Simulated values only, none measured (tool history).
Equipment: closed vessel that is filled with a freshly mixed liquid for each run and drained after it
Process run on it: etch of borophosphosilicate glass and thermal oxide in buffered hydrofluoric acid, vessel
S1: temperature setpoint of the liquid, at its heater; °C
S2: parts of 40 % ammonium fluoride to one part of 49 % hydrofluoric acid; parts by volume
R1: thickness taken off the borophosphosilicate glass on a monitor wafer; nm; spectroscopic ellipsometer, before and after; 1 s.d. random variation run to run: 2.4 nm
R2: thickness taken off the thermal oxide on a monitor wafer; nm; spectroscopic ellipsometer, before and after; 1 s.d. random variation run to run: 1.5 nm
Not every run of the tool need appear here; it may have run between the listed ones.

Run 1, hour 0.0: S1 21.0 °C, S2 8.0 parts by volume, time in the liquid (s) 60. Result: R1 169.90 nm, R2 77.874 nm.
Run 2, hour 4.6: S1 21.0 °C, S2 8.0 parts by volume, time in the liquid (s) 80. Result: R1 227.23 nm, R2 102.930 nm.
Run 3, hour 5.6: S1 21.0 °C, S2 10.0 parts by volume, time in the liquid (s) 80. Result: R1 179.23 nm, R2 81.626 nm.
Run 4, hour 9.4: S1 22.5 °C, S2 9.5 parts by volume, time in the liquid (s) 80. Result: R1 203.67 nm, R2 93.238 nm.
Run 5, hour 14.5: S1 26.0 °C, S2 9.5 parts by volume, time in the liquid (s) 80. Result: R1 246.02 nm, R2 112.860 nm.
At hour 21.1: hydrofluoric acid flow meter replaced.
Run 6, hour 21.1: S1 26.5 °C, S2 9.0 parts by volume, time in the liquid (s) 80. Result: R1 241.12 nm, R2 111.060 nm.

Run 7 is up next; what results do you expect?
Run 7, hour 24.3: S1 27.0 °C, S2 8.5 parts by volume, time in the liquid (s) 80. Result: R1 ?, R2 ?.

R1: 264.20 nm
R2: 119.540 nm
